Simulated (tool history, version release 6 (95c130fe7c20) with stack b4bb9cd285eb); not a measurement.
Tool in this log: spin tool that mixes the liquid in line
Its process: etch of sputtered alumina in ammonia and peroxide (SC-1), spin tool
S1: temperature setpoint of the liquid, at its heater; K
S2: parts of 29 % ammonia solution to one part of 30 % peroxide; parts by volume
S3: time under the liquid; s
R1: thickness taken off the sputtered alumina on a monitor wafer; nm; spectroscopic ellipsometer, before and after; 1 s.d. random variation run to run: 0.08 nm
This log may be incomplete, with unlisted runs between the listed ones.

| run | day | S1 | S2 | S3 | R1 |
|---|---|---|---|---|---|
| 1 | 0.000 | 336.15 | 0.45 | 80 | 13.3740 |
| 2 | 0.283 | 333.65 | 0.45 | 80 | 11.5440 |
| 3 | 0.350 | 328.65 | 0.45 | 80 | 9.0957 |
| 4 | 0.442 | 334.65 | 0.45 | 80 | 12.3760 |
| 5 | 0.479 | 334.65 | 0.45 | 80 | 12.2590 |
| 6 | 0.733 | 332.65 | 0.45 | 80 | 10.9320 |
| 7 | 1.038 | 331.15 | 0.45 | 80 | 10.3120 |
| 8 | 1.371 | 330.15 | 0.45 | 80 | 9.6144 |

What will run 9 give?
| 9 | 1.542 | 329.65 | 0.45 | 80 | ? |

{"run 9": {"R1": 9.3377}}
